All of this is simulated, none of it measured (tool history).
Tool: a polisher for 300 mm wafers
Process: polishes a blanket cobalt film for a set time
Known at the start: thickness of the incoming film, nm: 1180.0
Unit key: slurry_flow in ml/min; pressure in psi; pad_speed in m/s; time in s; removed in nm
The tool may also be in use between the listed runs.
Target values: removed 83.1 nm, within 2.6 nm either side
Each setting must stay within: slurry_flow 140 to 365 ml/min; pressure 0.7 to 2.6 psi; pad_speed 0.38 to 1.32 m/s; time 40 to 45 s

Run 1, hour 0: slurry_flow 235 ml/min, pressure 1.6 psi, pad_speed 0.84 m/s, time 45 s. Result: removed 139.88 nm.
Run 2, hour 3.8: slurry_flow 205 ml/min, pressure 1.6 psi, pad_speed 0.84 m/s, time 45 s. Result: removed 137.73 nm.
Run 3, hour 4.8: slurry_flow 255 ml/min, pressure 1.6 psi, pad_speed 0.84 m/s, time 45 s. Result: removed 140.79 nm.
Run 4, hour 6.2: slurry_flow 255 ml/min, pressure 1.4 psi, pad_speed 0.84 m/s, time 45 s. Result: removed 125.2 nm.
Run 5, hour 14.5: slurry_flow 255 ml/min, pressure 1.3 psi, pad_speed 0.84 m/s, time 45 s. Result: removed 118.73 nm.
Run 6, hour 20.5: slurry_flow 255 ml/min, pressure 1.2 psi, pad_speed 0.84 m/s, time 45 s. Result: removed 109.89 nm.
Run 7, hour 25.5: slurry_flow 250 ml/min, pressure 1.1 psi, pad_speed 0.84 m/s, time 45 s. Result: removed 101.14 nm.
Run 8, hour 29.3: slurry_flow 250 ml/min, pressure 1.1 psi, pad_speed 0.84 m/s, time 45 s. Result: removed 100.84 nm.
Run 9, hour 30.2: slurry_flow 250 ml/min, pressure 1.1 psi, pad_speed 0.84 m/s, time 45 s. Result: removed 101.49 nm.
Run 10, hour 35.9: slurry_flow 245 ml/min, pressure 1 psi, pad_speed 0.84 m/s, time 45 s. Result: removed 92.32 nm.
Run 11, hour 44.4: slurry_flow 235 ml/min, pressure 1 psi, pad_speed 0.84 m/s, time 45 s. Result: removed 93.87 nm.
Run 12, hour 46.9: slurry_flow 230 ml/min, pressure 1 psi, pad_speed 0.84 m/s, time 45 s. Result: removed 92.103 nm.

Of the 4 settings listed for the next run, only one would bring every result within its allowed miss of target. Which one?
Run A, hour 49.4: slurry_flow 170 ml/min, pressure 1 psi, pad_speed 0.88 m/s, time 45 s. Result: removed ?.
Run B, hour 49.4: slurry_flow 210 ml/min, pressure 1.1 psi, pad_speed 0.76 m/s, time 40 s. Result: removed ?.
Run C, hour 49.4: slurry_flow 265 ml/min, pressure 1.2 psi, pad_speed 0.82 m/s, time 44 s. Result: removed ?.
Run D, hour 49.4: slurry_flow 215 ml/min, pressure 1.4 psi, pad_speed 0.7 m/s, time 44 s. Result: removed ?.

move  removed
   A   90.922
   B   81.471
   C   104.75
   D   104.78
A: gains on the last run, yet a result remains outside its allowed miss
B: all results in spec
C: the biggest miss grows against the last run
D: the biggest miss grows against the last run
So the answer is move B, the one that meets all the targets.
